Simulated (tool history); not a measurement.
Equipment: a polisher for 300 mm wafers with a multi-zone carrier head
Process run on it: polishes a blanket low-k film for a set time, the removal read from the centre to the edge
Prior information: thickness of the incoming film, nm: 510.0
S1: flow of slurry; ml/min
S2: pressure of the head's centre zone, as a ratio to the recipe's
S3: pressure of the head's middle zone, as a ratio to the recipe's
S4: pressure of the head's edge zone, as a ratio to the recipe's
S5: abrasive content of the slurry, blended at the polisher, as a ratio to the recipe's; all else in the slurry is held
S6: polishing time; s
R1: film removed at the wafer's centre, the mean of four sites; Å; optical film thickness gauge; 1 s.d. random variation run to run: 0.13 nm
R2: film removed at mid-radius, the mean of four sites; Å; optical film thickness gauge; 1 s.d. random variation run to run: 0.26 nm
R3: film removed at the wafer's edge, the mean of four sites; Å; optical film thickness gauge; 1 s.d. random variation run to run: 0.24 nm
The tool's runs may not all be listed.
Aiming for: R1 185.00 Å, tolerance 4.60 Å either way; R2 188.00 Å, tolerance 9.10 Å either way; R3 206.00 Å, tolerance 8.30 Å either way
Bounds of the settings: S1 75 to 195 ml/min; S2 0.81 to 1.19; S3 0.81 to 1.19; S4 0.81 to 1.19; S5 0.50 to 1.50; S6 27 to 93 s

Run 1, hour 0.0: S1 125 ml/min, S2 1.00, S3 1.00, S4 1.00, S5 1.00, S6 59 s. Result: R1 114.31 Å, R2 114.31 Å, R3 112.21 Å.
Run 2, hour 3.8: S1 130 ml/min, S2 0.99, S3 0.99, S4 1.05, S5 1.15, S6 64 s. Result: R1 135.09 Å, R2 138.07 Å, R3 140.86 Å.
Run 3, hour 12.7: S1 140 ml/min, S2 1.00, S3 0.99, S4 1.09, S5 1.25, S6 65 s. Result: R1 147.76 Å, R2 149.12 Å, R3 155.43 Å.
Run 4, hour 18.8: S1 145 ml/min, S2 1.00, S3 0.99, S4 1.12, S5 1.35, S6 66 s. Result: R1 155.99 Å, R2 161.24 Å, R3 163.37 Å.
Run 5, hour 21.0: S1 145 ml/min, S2 1.00, S3 0.94, S4 1.12, S5 1.35, S6 66 s. Result: R1 156.94 Å, R2 154.14 Å, R3 165.26 Å.
Run 6, hour 23.4: S1 150 ml/min, S2 0.99, S3 0.94, S4 1.14, S5 1.40, S6 68 s. Result: R1 160.64 Å, R2 157.46 Å, R3 174.29 Å.
Run 7, hour 25.6: S1 150 ml/min, S2 0.99, S3 0.95, S4 1.15, S5 1.45, S6 70 s. Result: R1 170.24 Å, R2 170.41 Å, R3 183.31 Å.
Run 8, hour 28.3: S1 155 ml/min, S2 0.98, S3 0.95, S4 1.16, S5 1.45, S6 71 s. Result: R1 172.71 Å, R2 173.35 Å, R3 187.18 Å.
Run 9, hour 35.5: S1 175 ml/min, S2 0.95, S3 0.94, S4 1.19, S5 1.50, S6 74 s. Result: R1 179.37 Å, R2 184.71 Å, R3 205.83 Å.

Of the 5 settings listed for the next run, only one would bring every result within its allowed miss of target. Which one?
Run A, hour 42.7: S1 160 ml/min, S2 0.89, S3 0.84, S4 1.19, S5 1.45, S6 78 s. Result: R1 ?, R2 ?, R3 ?.
Run B, hour 42.7: S1 155 ml/min, S2 0.85, S3 0.89, S4 1.19, S5 1.35, S6 81 s. Result: R1 ?, R2 ?, R3 ?.
Run C, hour 42.7: S1 195 ml/min, S2 0.88, S3 0.90, S4 1.16, S5 1.50, S6 78 s. Result: R1 ?, R2 ?, R3 ?.
Run D, hour 42.7: S1 190 ml/min, S2 1.00, S3 0.85, S4 1.19, S5 1.50, S6 73 s. Result: R1 ?, R2 ?, R3 ?.
Run E, hour 42.7: S1 185 ml/min, S2 0.96, S3 0.94, S4 1.18, S5 1.45, S6 75 s. Result: R1 ?, R2 ?, R3 ?.

move      R1      R2      R3
   A  173.03  166.64  209.90
   B  165.21  174.89  210.15
   C  179.49  184.35  214.64
   D  190.24  163.87  203.05
   E  184.23  179.75  203.96
A: further off than the last run
B: further off than the last run
C: about as far from the targets as the last run
D: the result that was furthest off in the last run now lies on the other side of its target
E: every result within its allowed miss
Correct choice: E, which meets every target
